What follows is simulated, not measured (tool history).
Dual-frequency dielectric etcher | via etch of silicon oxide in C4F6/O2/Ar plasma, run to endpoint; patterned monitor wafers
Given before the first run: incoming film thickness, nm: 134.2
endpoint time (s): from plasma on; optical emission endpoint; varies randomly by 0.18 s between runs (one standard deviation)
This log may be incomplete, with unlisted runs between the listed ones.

Run 1, day 0: bias power (kW) 0.396, source power (kW) 0.41, Ar flow (sccm) 352. Result: endpoint time (s) 30.614.
Run 2, day 0.104: bias power (kW) 0.429, source power (kW) 0.41, Ar flow (sccm) 352. Result: endpoint time (s) 29.64.
Run 3, day 0.233: bias power (kW) 0.465, source power (kW) 0.41, Ar flow (sccm) 352. Result: endpoint time (s) 29.042.
Run 4, day 0.529: bias power (kW) 0.441, source power (kW) 0.4, Ar flow (sccm) 355. Result: endpoint time (s) 29.589.
Run 5, day 0.683: bias power (kW) 0.41, source power (kW) 0.4, Ar flow (sccm) 355. Result: endpoint time (s) 30.591.
Run 6, day 0.883: bias power (kW) 0.41, source power (kW) 0.4, Ar flow (sccm) 299. Result: endpoint time (s) 29.923.
Run 7, day 1.121: bias power (kW) 0.39, source power (kW) 0.39, Ar flow (sccm) 302. Result: endpoint time (s) 30.5.

Expected results for the next run?
Run 8, day 1.475: bias power (kW) 0.373, source power (kW) 0.38, Ar flow (sccm) 306. Result: endpoint time (s) ?.

endpoint time (s): 31.436
